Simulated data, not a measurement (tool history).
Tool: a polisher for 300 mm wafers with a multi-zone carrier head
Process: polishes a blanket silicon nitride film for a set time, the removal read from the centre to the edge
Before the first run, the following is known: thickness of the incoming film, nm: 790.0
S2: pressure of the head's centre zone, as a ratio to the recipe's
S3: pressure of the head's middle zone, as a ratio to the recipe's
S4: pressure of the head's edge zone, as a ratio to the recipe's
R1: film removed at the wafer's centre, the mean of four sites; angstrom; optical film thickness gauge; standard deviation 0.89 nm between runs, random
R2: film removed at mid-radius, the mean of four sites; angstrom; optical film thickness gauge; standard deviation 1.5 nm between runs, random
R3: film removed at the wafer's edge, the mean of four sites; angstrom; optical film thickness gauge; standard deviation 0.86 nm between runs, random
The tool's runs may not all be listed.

{"run": 1, "hour": 0.0, "flow of slurry (ml/min)": 140, "S2": 1.0, "S3": 1.0, "S4": 1.0, "polishing time (s)": 67, "R1": 956.77, "R2": 994.23, "R3": 993.15}
{"run": 2, "hour": 9.0, "flow of slurry (ml/min)": 140, "S2": 0.94, "S3": 1.0, "S4": 1.0, "polishing time (s)": 67, "R1": 906.33, "R2": 1007.8, "R3": 993.39}
{"run": 3, "hour": 15.3, "flow of slurry (ml/min)": 140, "S2": 0.94, "S3": 1.04, "S4": 1.0, "polishing time (s)": 67, "R1": 896.13, "R2": 1022.4, "R3": 984.19}
{"run": 4, "hour": 20.5, "flow of slurry (ml/min)": 140, "S2": 0.94, "S3": 1.04, "S4": 1.0, "polishing time (s)": 53, "R1": 710.84, "R2": 813.44, "R3": 787.16}
{"run": 5, "hour": 26.8, "flow of slurry (ml/min)": 155, "S2": 0.97, "S3": 1.08, "S4": 1.03, "polishing time (s)": 59, "R1": 831.98, "R2": 972.43, "R3": 896.93}
{"run": 6, "hour": 33.0, "flow of slurry (ml/min)": 155, "S2": 0.97, "S3": 1.08, "S4": 1.03, "polishing time (s)": 50, "R1": 705.01, "R2": 816.08, "R3": 757.13}
{"run": 7, "hour": 35.4, "flow of slurry (ml/min)": 165, "S2": 1.0, "S3": 1.09, "S4": 1.06, "polishing time (s)": 57, "R1": 851.5, "R2": 944.71, "R3": 893.74}
{"run": 8, "hour": 40.3, "flow of slurry (ml/min)": 165, "S2": 1.0, "S3": 1.09, "S4": 1.06, "polishing time (s)": 57, "R1": 851.6, "R2": 926.4, "R3": 878.85}
{"run": 9, "hour": 46.2, "flow of slurry (ml/min)": 175, "S2": 1.0, "S3": 1.12, "S4": 1.07, "polishing time (s)": 61, "R1": 903.03, "R2": 1035.9, "R3": 958.47}
{"run": 10, "hour": 51.6, "flow of slurry (ml/min)": 185, "S2": 1.02, "S3": 1.14, "S4": 1.08, "polishing time (s)": 63, "R1": 974.5, "R2": 1101.0, "R3": 1010.0}
{"run": 11, "hour": 56.7, "flow of slurry (ml/min)": 195, "S2": 1.03, "S3": 1.16, "S4": 1.09, "polishing time (s)": 64, "R1": 1000.3, "R2": 1156.5, "R3": 1037.2}
{"run": 12, "hour": 65.3, "flow of slurry (ml/min)": 195, "S2": 1.03, "S3": 1.16, "S4": 1.09, "polishing time (s)": 64, "R1": 1018.6, "R2": 1140.7, "R3": 1026.6}
{"run": 13, "hour": 68.4, "flow of slurry (ml/min)": 200, "S2": 1.03, "S3": 1.17, "S4": 1.1, "polishing time (s)": 65, "R1": 1018.1, "R2": 1181.3, "R3": 1055.7}
{"run": 14, "hour": 73.7, "flow of slurry (ml/min)": 205, "S2": 1.04, "S3": 1.18, "S4": 1.11, "polishing time (s)": 66, "R1": 1050.6, "R2": 1195.2, "R3": 1087.3}

What will run 15 give?
{"run": 15, "hour": 74.5, "flow of slurry (ml/min)": 210, "S2": 1.04, "S3": 1.18, "S4": 1.11, "polishing time (s)": 67, "R1": "?", "R2": "?", "R3": "?"}

Run 15 produced R1 1066.40 angstrom, R2 1242.80 angstrom, R3 1097.50 angstrom.
